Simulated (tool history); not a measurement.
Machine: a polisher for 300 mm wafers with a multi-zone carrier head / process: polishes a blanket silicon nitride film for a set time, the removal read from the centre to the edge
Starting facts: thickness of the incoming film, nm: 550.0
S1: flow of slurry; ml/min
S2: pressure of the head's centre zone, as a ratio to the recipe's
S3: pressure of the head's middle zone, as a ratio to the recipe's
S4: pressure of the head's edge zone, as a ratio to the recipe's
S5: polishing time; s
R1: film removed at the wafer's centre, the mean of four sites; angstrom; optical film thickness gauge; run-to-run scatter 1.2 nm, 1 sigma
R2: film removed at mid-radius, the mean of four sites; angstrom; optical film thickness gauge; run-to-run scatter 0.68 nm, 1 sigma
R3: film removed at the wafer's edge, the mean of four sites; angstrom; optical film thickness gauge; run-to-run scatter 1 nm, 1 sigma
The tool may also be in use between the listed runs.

Run 1, day 0.000: S1 155 ml/min, S2 1.00, S3 1.00, S4 1.00, S5 33 s. Result: R1 946.46 angstrom, R2 1032.40 angstrom, R3 990.21 angstrom.
Run 2, day 0.142: S1 155 ml/min, S2 1.00, S3 1.00, S4 1.07, S5 33 s. Result: R1 948.35 angstrom, R2 1032.60 angstrom, R3 1043.00 angstrom.
Run 3, day 0.192: S1 150 ml/min, S2 1.02, S3 0.98, S4 1.03, S5 32 s. Result: R1 935.65 angstrom, R2 974.62 angstrom, R3 966.66 angstrom.
Run 4, day 0.229: S1 150 ml/min, S2 0.94, S3 0.98, S4 1.03, S5 32 s. Result: R1 837.66 angstrom, R2 985.80 angstrom, R3 1008.40 angstrom.
Run 5, day 0.550: S1 145 ml/min, S2 0.97, S3 0.96, S4 1.00, S5 31 s. Result: R1 849.86 angstrom, R2 920.34 angstrom, R3 931.09 angstrom.
Run 6, day 0.800: S1 110 ml/min, S2 0.97, S3 0.96, S4 1.00, S5 31 s. Result: R1 813.77 angstrom, R2 875.48 angstrom, R3 890.06 angstrom.
Run 7, day 1.121: S1 110 ml/min, S2 0.97, S3 0.96, S4 1.00, S5 31 s. Result: R1 805.01 angstrom, R2 876.47 angstrom, R3 878.93 angstrom.
Run 8, day 1.171: S1 110 ml/min, S2 0.99, S3 0.95, S4 0.99, S5 31 s. Result: R1 813.81 angstrom, R2 868.23 angstrom, R3 901.20 angstrom.
Run 9, day 1.296: S1 110 ml/min, S2 1.02, S3 0.95, S4 0.97, S5 30 s. Result: R1 831.14 angstrom, R2 842.55 angstrom, R3 884.56 angstrom.
Run 10, day 1.608: S1 140 ml/min, S2 1.12, S3 1.01, S4 0.87, S5 23 s. Result: R1 711.59 angstrom, R2 701.43 angstrom, R3 638.92 angstrom.
Run 11, day 1.954: S1 150 ml/min, S2 1.13, S3 1.00, S4 0.89, S5 23 s. Result: R1 731.95 angstrom, R2 699.59 angstrom, R3 670.23 angstrom.
Run 12, day 2.221: S1 160 ml/min, S2 1.14, S3 1.00, S4 0.89, S5 23 s. Result: R1 750.39 angstrom, R2 727.84 angstrom, R3 674.33 angstrom.
Run 13, day 2.583: S1 165 ml/min, S2 1.15, S3 0.98, S4 0.89, S5 23 s. Result: R1 761.33 angstrom, R2 711.59 angstrom, R3 646.80 angstrom.
Run 14, day 2.912: S1 165 ml/min, S2 1.15, S3 0.98, S4 0.89, S5 23 s. Result: R1 744.59 angstrom, R2 712.00 angstrom, R3 663.10 angstrom.

Expected results for the next run?
Run 15, day 2.979: S1 165 ml/min, S2 1.16, S3 0.97, S4 0.89, S5 24 s. Result: R1 ?, R2 ?, R3 ?.

R1: 808.80 angstrom
R2: 737.34 angstrom
R3: 691.51 angstrom

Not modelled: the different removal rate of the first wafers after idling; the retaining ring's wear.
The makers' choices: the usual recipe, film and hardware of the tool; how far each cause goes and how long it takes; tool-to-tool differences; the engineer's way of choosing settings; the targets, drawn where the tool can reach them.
